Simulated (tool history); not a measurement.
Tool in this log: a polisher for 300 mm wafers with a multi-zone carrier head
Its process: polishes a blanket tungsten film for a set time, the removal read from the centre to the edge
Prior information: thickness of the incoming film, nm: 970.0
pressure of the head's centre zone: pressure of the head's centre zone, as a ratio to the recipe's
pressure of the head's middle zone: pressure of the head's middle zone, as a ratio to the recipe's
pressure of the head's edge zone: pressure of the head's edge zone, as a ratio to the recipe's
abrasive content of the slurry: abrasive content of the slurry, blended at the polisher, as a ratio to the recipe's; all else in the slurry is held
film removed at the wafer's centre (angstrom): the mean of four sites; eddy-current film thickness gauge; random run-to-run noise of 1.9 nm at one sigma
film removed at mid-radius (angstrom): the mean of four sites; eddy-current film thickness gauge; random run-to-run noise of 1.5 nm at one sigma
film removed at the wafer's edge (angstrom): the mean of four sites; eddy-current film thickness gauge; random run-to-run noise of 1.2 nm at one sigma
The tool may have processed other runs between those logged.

run,hour,flow of slurry (ml/min),pressure of the head's centre zone,pressure of the head's middle zone,pressure of the head's edge zone,abrasive content of the slurry,polishing time (s),film removed at the wafer's centre (angstrom),film removed at mid-radius (angstrom),film removed at the wafer's edge (angstrom)
1,0.0,130,1.00,1.00,1.00,1.00,41,1225.1,1166.3,1176.4
2,0.5,130,1.00,1.00,1.00,0.85,41,1189.3,1115.0,1170.1
3,4.3,135,0.99,1.01,1.04,1.00,44,1306.8,1268.2,1306.0
4,5.2,135,0.94,1.01,1.04,1.00,44,1267.2,1261.8,1297.9
5,13.9,140,0.95,1.03,1.07,1.10,46,1379.6,1364.6,1401.5
6,21.8,145,0.94,1.06,1.09,1.20,48,1437.2,1481.6,1502.7
7,30.2,155,0.96,1.09,1.10,1.30,49,1538.4,1584.1,1565.9
8,38.2,160,0.97,1.11,1.11,1.35,50,1602.9,1658.2,1620.0

What does the tool deliver on the next run?
9,41.4,165,0.97,1.12,1.12,1.40,51,?,?,?

film removed at the wafer's centre (angstrom): 1652.9
film removed at mid-radius (angstrom): 1703.2
film removed at the wafer's edge (angstrom): 1677.7

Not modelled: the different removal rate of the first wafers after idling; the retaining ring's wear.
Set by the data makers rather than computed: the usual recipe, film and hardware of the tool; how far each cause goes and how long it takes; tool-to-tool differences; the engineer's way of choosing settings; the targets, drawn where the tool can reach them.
